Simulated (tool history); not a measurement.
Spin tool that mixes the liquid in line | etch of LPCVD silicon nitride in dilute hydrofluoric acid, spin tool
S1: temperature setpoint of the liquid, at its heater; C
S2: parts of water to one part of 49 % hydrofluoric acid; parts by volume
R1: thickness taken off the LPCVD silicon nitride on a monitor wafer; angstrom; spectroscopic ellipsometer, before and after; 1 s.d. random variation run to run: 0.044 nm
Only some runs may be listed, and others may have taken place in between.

Run 1, hour 0.0: S1 22.0 C, S2 50 parts by volume, time under the liquid (s) 65. Result: R1 5.9322 angstrom.
Run 2, hour 6.9: S1 22.0 C, S2 50 parts by volume, time under the liquid (s) 45. Result: R1 4.2385 angstrom.
Run 3, hour 8.8: S1 22.0 C, S2 50 parts by volume, time under the liquid (s) 65. Result: R1 5.8630 angstrom.
Run 4, hour 15.0: S1 22.0 C, S2 50 parts by volume, time under the liquid (s) 45. Result: R1 4.1759 angstrom.
Run 5, hour 19.3: S1 22.0 C, S2 50 parts by volume, time under the liquid (s) 45. Result: R1 4.3781 angstrom.
Run 6, hour 21.0: S1 22.0 C, S2 40 parts by volume, time under the liquid (s) 45. Result: R1 5.2004 angstrom.
Run 7, hour 26.7: S1 23.5 C, S2 35 parts by volume, time under the liquid (s) 50. Result: R1 7.3057 angstrom.
Run 8, hour 27.4: S1 24.5 C, S2 35 parts by volume, time under the liquid (s) 50. Result: R1 7.8176 angstrom.

The next listed run, before its measurement:
Run 9, hour 35.6: S1 25.5 C, S2 35 parts by volume, time under the liquid (s) 50. Result: R1 ?.

R1: 8.2812 angstrom
